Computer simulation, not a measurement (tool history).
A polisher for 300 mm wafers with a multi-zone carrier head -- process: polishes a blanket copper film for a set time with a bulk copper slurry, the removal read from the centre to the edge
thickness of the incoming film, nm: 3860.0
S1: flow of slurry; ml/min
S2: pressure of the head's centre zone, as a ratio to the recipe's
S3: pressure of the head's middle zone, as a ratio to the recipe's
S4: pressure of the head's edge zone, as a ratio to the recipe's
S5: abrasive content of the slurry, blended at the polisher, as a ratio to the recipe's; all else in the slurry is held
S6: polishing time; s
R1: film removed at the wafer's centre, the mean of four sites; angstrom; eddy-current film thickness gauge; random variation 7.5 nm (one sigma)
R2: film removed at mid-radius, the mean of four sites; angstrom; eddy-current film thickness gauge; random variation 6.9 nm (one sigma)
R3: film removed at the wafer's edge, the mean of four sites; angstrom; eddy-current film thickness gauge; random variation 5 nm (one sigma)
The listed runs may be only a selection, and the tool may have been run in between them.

{"run": 1, "day": 0.0, "S1": 230, "S2": 1, "S3": 1, "S4": 1, "S5": 1, "S6": 70, "R1": 6307, "R2": 6119, "R3": 6199.3}
{"run": 2, "day": 0.238, "S1": 250, "S2": 0.98, "S3": 1.05, "S4": 1, "S5": 1.1, "S6": 71, "R1": 6406.9, "R2": 6813.1, "R3": 6367}
{"run": 3, "day": 0.417, "S1": 250, "S2": 0.98, "S3": 1.05, "S4": 1, "S5": 1.2, "S6": 71, "R1": 6427.9, "R2": 6784.9, "R3": 6525.4}
{"run": 4, "day": 0.483, "S1": 270, "S2": 0.98, "S3": 1.08, "S4": 1.01, "S5": 1.25, "S6": 72, "R1": 6880.6, "R2": 7257.1, "R3": 6757.3}
{"run": 5, "day": 0.588, "S1": 270, "S2": 0.92, "S3": 1.08, "S4": 1.01, "S5": 1.25, "S6": 72, "R1": 6383.3, "R2": 7270.1, "R3": 6757.9}
{"run": 6, "day": 0.758, "S1": 270, "S2": 0.92, "S3": 1.08, "S4": 1.01, "S5": 1.4, "S6": 72, "R1": 6522.9, "R2": 7478.2, "R3": 7002.1}
{"run": 7, "day": 1.071, "S1": 285, "S2": 0.92, "S3": 1.11, "S4": 1.01, "S5": 1.4, "S6": 72, "R1": 6609.7, "R2": 7665.2, "R3": 6920.1}

Run 8 has not been measured yet. What should we expect?
{"run": 8, "day": 1.2, "S1": 315, "S2": 0.89, "S3": 1.19, "S4": 1.03, "S5": 1.5, "S6": 76, "R1": "?", "R2": "?", "R3": "?"}

Run 8 yielded R1 6976.7 angstrom, R2 8839.1 angstrom, R3 7589.2 angstrom.

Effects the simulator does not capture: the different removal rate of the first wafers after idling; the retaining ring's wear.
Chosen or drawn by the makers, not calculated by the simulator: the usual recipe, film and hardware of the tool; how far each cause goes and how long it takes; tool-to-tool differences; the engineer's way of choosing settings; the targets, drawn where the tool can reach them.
